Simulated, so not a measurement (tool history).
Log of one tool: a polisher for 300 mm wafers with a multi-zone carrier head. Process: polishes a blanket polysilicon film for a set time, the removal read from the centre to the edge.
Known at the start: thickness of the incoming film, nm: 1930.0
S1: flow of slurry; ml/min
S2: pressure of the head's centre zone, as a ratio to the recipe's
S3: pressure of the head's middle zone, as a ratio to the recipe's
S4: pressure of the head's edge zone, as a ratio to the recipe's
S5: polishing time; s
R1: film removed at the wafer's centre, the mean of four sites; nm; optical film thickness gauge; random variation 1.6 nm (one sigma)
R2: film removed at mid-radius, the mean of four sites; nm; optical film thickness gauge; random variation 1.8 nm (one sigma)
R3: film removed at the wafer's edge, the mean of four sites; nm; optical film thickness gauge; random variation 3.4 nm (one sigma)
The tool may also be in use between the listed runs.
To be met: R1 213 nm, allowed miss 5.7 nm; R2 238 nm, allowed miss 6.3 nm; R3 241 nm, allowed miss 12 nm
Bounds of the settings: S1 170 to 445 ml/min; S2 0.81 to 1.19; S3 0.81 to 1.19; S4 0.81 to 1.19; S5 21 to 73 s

run	hour	S1	S2	S3	S4	S5	R1	R2	R3
1	0	285	1	1	1	47	247.51	248.14	250.24
2	1.3	280	0.98	1	1	47	240.17	246.99	247.93
3	9.7	280	0.98	1.08	1	47	242.77	258.69	257.49
4	16.1	280	0.98	1.08	1.04	47	244.51	260.56	246.65
5	24.8	275	0.97	1.07	1.04	47	236.02	257.76	255.97
6	33.8	275	0.95	1.05	1.03	45	221.31	244.83	246.21
7	40.9	270	0.95	1.05	1.03	45	221.88	243.56	240.51
8	48.7	265	0.95	1.04	1.03	45	220.78	241.01	236.68
9	55.8	270	0.94	1.03	1.03	45	221.13	241.22	239.97

5 next moves are on the table. One of them brings every result within its allowed miss. Which?
A	62.9	355	0.97	0.99	0.89	45	?	?	?
B	62.9	345	0.9	1.02	1.05	44	?	?	?
C	62.9	305	0.86	0.81	0.88	47	?	?	?
D	62.9	225	1	1.03	0.96	46	?	?	?
E	62.9	295	0.81	0.86	1	50	?	?	?

move	R1	R2	R3
A	236.12	241.07	229.66
B	214.11	239.91	238.98
C	215.71	217.99	236.7
D	235.83	241.29	233.13
E	215.83	240.06	263.67
A: further off than the last run
B: meets every target
C: brings the result that was furthest off to its target, and leaves another outside
D: further off than the last run
E: brings the result that was furthest off to its target, and leaves another outside
Move B is the one to make.
